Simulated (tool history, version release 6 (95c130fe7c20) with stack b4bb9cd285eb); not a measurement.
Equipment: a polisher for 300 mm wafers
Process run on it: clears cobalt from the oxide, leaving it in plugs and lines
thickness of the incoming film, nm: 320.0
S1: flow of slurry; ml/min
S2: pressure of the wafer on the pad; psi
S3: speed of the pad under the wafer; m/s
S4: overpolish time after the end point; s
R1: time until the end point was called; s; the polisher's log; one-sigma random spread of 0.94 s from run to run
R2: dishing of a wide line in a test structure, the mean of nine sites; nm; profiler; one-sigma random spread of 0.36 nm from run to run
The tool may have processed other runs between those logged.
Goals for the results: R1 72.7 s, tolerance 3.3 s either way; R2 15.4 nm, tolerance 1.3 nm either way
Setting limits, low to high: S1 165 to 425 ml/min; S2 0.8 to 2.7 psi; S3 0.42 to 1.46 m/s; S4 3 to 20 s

run  hour   S1   S2    S3  S4      R1      R2
  1     0  275  1.7  0.94  10   92.21  27.753
  2   4.1  275  1.8  0.94   8  88.443  22.821
  3   8.5  275  1.9  0.94   7   86.27  22.627
  4   9.8  275  1.9  0.72   7  110.65  17.264
  5  18.1  330  1.9  0.72   7  106.33  17.756
  6  26.7  350  2.1   0.7   6  100.99  16.174
  7    35  350  2.2  0.72   5  96.639  15.042
  8  39.3  350  2.7  0.78   3  76.141  11.546
  9    46  350  2.7   0.8   3  72.349  11.613
 10  49.3  350  2.7  0.82   3  71.924  11.529

Which single option among these 5 for the next run brings every result within its allowed miss of target? Just one does.
  A  52.6  420  2.4   0.9   4   ?   ?
  B  52.6  365  2.5  0.76   6   ?   ?
  C  52.6  345  2.7   0.8   3   ?   ?
  D  52.6  350  2.5  0.94   5   ?   ?
  E  52.6  370  2.7  0.88   3   ?   ?

move      R1      R2
   A  71.719  16.331
   B  82.111  20.702
   C  73.812  12.257
   D  67.431  20.954
   E  67.149  13.366
A: meets every target
B: takes the result that was furthest off past its target
C: closes in on the targets versus the last run, not all within tolerance yet
D: takes the result that was furthest off past its target
E: closes in on the targets versus the last run, not all within tolerance yet
The move that meets every target is A.
